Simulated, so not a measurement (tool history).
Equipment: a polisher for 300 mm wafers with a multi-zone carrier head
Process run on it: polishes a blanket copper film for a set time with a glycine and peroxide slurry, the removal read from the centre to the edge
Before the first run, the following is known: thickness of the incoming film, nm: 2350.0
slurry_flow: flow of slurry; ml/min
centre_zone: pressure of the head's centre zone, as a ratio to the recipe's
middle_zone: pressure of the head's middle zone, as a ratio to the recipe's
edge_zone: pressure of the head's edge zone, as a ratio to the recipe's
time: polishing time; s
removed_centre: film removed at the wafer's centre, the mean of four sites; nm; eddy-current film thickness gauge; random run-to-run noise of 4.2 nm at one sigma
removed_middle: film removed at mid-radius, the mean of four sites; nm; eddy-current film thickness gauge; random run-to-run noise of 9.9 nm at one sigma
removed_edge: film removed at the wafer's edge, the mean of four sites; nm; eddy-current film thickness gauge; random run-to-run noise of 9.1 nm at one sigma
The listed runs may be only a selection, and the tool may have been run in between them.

run,hour,slurry_flow,centre_zone,middle_zone,edge_zone,time,removed_centre,removed_middle,removed_edge
1,0.0,255,1.00,1.00,1.00,72,498.58,504.61,469.23
2,4.3,255,1.00,1.01,1.01,74,511.31,517.01,487.23
3,7.8,255,1.00,1.01,0.97,74,517.33,518.74,470.34
4,13.4,255,1.00,1.01,0.97,89,621.44,605.69,569.34
5,15.3,255,1.03,1.01,0.97,89,633.64,620.01,572.91
6,23.4,255,1.03,1.09,0.97,89,634.47,659.22,587.89

Expected results for the next run?
7,28.4,255,1.03,1.10,0.98,89,?,?,?

{"run 7": {"removed_centre": 628.59, "removed_middle": 657.51, "removed_edge": 595.05}}
